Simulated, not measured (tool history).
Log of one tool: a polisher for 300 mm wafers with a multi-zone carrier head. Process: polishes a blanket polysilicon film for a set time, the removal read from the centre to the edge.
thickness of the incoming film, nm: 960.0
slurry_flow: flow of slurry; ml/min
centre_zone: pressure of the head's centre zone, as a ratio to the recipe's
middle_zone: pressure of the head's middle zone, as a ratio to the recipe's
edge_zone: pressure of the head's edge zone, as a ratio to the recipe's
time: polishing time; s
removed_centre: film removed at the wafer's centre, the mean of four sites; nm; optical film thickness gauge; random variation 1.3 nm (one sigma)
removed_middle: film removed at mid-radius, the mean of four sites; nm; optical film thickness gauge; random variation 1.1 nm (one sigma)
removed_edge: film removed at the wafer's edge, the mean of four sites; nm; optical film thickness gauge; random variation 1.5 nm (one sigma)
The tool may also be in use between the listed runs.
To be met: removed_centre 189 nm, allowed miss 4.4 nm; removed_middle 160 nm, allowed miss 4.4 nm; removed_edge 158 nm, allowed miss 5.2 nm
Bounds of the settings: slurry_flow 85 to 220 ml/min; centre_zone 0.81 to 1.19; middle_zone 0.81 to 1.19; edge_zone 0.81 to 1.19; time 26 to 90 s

run 1 hour=0 | slurry_flow=140 centre_zone=1 middle_zone=1 edge_zone=1 time=58 | removed_centre=298.58 removed_middle=296.39 removed_edge=297.35
run 2 hour=4 | slurry_flow=140 centre_zone=1.03 middle_zone=0.97 edge_zone=0.94 time=47 | removed_centre=249.4 removed_middle=235.72 removed_edge=236.88
run 3 hour=12.5 | slurry_flow=105 centre_zone=1.03 middle_zone=0.97 edge_zone=0.94 time=47 | removed_centre=230.85 removed_middle=222.08 removed_edge=220.78
run 4 hour=20.8 | slurry_flow=100 centre_zone=1.06 middle_zone=0.95 edge_zone=0.9 time=42 | removed_centre=208.59 removed_middle=191.34 removed_edge=196.62
run 5 hour=29.8 | slurry_flow=100 centre_zone=1.1 middle_zone=0.96 edge_zone=0.87 time=39 | removed_centre=200.08 removed_middle=178.7 removed_edge=176.99
run 6 hour=33.3 | slurry_flow=100 centre_zone=1.16 middle_zone=0.96 edge_zone=0.87 time=39 | removed_centre=211.06 removed_middle=179.23 removed_edge=180.65
run 7 hour=34.1 | slurry_flow=100 centre_zone=1.16 middle_zone=0.96 edge_zone=0.85 time=38 | removed_centre=204.58 removed_middle=172.77 removed_edge=175.26
run 8 hour=42.3 | slurry_flow=95 centre_zone=1.17 middle_zone=0.97 edge_zone=0.84 time=37 | removed_centre=197.2 removed_middle=169.99 removed_edge=164.5
run 9 hour=43.4 | slurry_flow=90 centre_zone=1.17 middle_zone=0.96 edge_zone=0.83 time=37 | removed_centre=194.33 removed_middle=163.84 removed_edge=160.63
run 10 hour=46.9 | slurry_flow=90 centre_zone=1.16 middle_zone=0.96 edge_zone=0.83 time=37 | removed_centre=193.62 removed_middle=164.2 removed_edge=164.13
run 11 hour=50.4 | slurry_flow=90 centre_zone=1.16 middle_zone=0.96 edge_zone=0.82 time=37 | removed_centre=194.11 removed_middle=164.39 removed_edge=163.08

5 next moves are on the table. One of them brings every result within its allowed miss. Which?
run A hour=53.9 | slurry_flow=110 centre_zone=1.08 middle_zone=0.96 edge_zone=0.88 time=37 | removed_centre=? removed_middle=? removed_edge=?
run B hour=53.9 | slurry_flow=105 centre_zone=1.13 middle_zone=0.99 edge_zone=0.85 time=36 | removed_centre=? removed_middle=? removed_edge=?
run C hour=53.9 | slurry_flow=85 centre_zone=1.19 middle_zone=0.9 edge_zone=0.81 time=38 | removed_centre=? removed_middle=? removed_edge=?
run D hour=53.9 | slurry_flow=95 centre_zone=1.17 middle_zone=0.96 edge_zone=0.83 time=35 | removed_centre=? removed_middle=? removed_edge=?
run E hour=53.9 | slurry_flow=85 centre_zone=1.19 middle_zone=1.12 edge_zone=0.81 time=36 | removed_centre=? removed_middle=? removed_edge=?

move=A removed_centre=193.42 removed_middle=174.06 removed_edge=174.07
move=B removed_centre=194.01 removed_middle=171.65 removed_edge=165.28
move=C removed_centre=200.24 removed_middle=157.09 removed_edge=163.97
move=D removed_centre=188.89 removed_middle=158.07 removed_edge=156.06
move=E removed_centre=190 removed_middle=179.01 removed_edge=154.88
A: further off than the last run
B: further off than the last run
C: further off than the last run
D: meets every target
E: brings the result that was furthest off to its target, and leaves another outside
Answer: D
